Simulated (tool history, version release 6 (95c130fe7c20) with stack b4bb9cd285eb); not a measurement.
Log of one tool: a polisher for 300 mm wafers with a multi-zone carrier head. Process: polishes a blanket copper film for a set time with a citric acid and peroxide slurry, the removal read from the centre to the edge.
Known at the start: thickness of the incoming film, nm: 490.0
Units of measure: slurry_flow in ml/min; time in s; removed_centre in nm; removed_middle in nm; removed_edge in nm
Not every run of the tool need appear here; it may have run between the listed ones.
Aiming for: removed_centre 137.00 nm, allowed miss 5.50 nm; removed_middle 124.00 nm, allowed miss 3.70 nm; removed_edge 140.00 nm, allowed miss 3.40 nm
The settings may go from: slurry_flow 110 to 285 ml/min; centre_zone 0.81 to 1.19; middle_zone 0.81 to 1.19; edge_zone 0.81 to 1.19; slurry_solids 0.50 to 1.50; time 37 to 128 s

run  hour  slurry_flow  centre_zone  middle_zone  edge_zone  slurry_solids  time  removed_centre  removed_middle  removed_edge
  1   0.0          180         1.00         1.00       1.00           1.00    82          127.46          131.07        130.71
  2   4.2          185         1.01         0.98       1.02           1.00    82          130.79          128.54        135.21
  3   6.0          190         1.02         0.97       1.02           1.00    82          130.05          127.22        134.23
  4   7.4          195         1.03         0.96       1.03           1.00    82          136.39          126.97        134.85
     16.4  -- worn pad replaced by a new one
  5  16.4          170         1.03         0.96       1.03           1.00    82          140.22          135.75        143.44
  6  25.1          175         1.03         0.94       1.03           1.00    82          142.34          134.83        145.10
  7  32.0          185         1.03         0.93       1.03           0.95    82          141.35          132.94        144.17
  8  34.7          195         1.03         0.92       1.03           0.95    81          143.34          132.38        141.57

Next run, 5 choices. One meets every target within its allowed miss, the rest don't. Which?
  A  37.4          205         0.95         1.02       0.89           0.75    85               ?               ?             ?
  B  37.4          240         1.02         0.84       1.06           0.95    76               ?               ?             ?
  C  37.4          175         0.94         0.90       1.19           1.05    78               ?               ?             ?
  D  37.4          190         1.06         0.97       1.04           0.95    79               ?               ?             ?
  E  37.4          230         0.99         0.86       0.99           0.80    82               ?               ?             ?

move  removed_centre  removed_middle  removed_edge
   A          133.28          144.79        134.48
   B          137.06          117.68        138.32
   C          125.30          124.32        147.43
   D          142.76          133.24        138.76
   E          138.00          124.58        139.41
A: its largest miss is bigger than the last run's
B: takes the result that was furthest off past its target
C: brings the result that was furthest off to its target, and leaves another outside
D: its largest miss is bigger than the last run's
E: meets every target
E is the move that brings every result within its allowed miss.

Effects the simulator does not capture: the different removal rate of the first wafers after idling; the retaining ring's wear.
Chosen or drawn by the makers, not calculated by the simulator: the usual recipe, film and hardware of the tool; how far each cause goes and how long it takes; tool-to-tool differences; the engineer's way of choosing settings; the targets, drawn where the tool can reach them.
